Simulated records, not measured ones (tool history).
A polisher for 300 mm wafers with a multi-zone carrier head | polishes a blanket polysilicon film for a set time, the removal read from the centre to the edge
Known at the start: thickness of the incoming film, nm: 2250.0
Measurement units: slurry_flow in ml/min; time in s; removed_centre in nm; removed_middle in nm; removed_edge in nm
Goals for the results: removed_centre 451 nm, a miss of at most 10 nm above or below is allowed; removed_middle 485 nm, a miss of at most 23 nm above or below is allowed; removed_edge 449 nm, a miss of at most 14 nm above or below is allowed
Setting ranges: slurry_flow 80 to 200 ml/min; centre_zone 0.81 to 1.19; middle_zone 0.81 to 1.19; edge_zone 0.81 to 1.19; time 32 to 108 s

run	hour	slurry_flow	centre_zone	middle_zone	edge_zone	time	removed_centre	removed_middle	removed_edge
1	0	130	1	1	1	70	313.02	306.24	309.8
2	5	130	0.92	1	1	70	286.35	301.19	305.11
3	12.3	105	0.92	1	1	70	271.73	292.51	294.72
4	14.2	115	0.95	1.04	1.03	74	305.04	330.55	323.28
5	15.8	125	0.97	1.07	1.06	77	331.3	356.83	351.01
6	19.3	135	0.99	1.1	1.07	79	350.48	373.79	362.48
7	22	140	1	1.12	1.08	82	373.27	395.05	370.21
8	30	140	1.01	1.13	1.1	85	383.13	419.39	392.75
9	36.6	150	1.02	1.14	1.12	86	397.57	432.85	407.4
10	38.8	160	1.03	1.15	1.13	87	419.52	444.97	414.52
11	45.4	165	1.03	1.16	1.14	88	417.25	461.59	421.73
12	53.8	170	1.04	1.16	1.15	89	436.95	464.56	431.14

5 candidate next runs follow, results not yet known. Just one meets every target within its allowed miss. Identify it.
A	62.2	150	0.91	1.19	1.11	98	?	?	?
B	62.2	165	1.06	1.19	1.04	92	?	?	?
C	62.2	125	1.14	1.04	1.19	95	?	?	?
D	62.2	185	1.04	0.97	1.1	89	?	?	?
E	62.2	110	1.07	1.19	1.12	100	?	?	?

move	removed_centre	removed_middle	removed_edge
A	409.73	511.6	462.41
B	446.8	487.91	425.18
C	463.31	426.11	454.13
D	433.17	403.65	429.87
E	447.48	489.93	453.49
A: the biggest miss grows against the last run
B: corrects the largest miss of the last run, while another result sits out of spec
C: the result that was furthest off in the last run now lies on the other side of its target
D: the biggest miss grows against the last run
E: meets every target
Move E is the one to make.
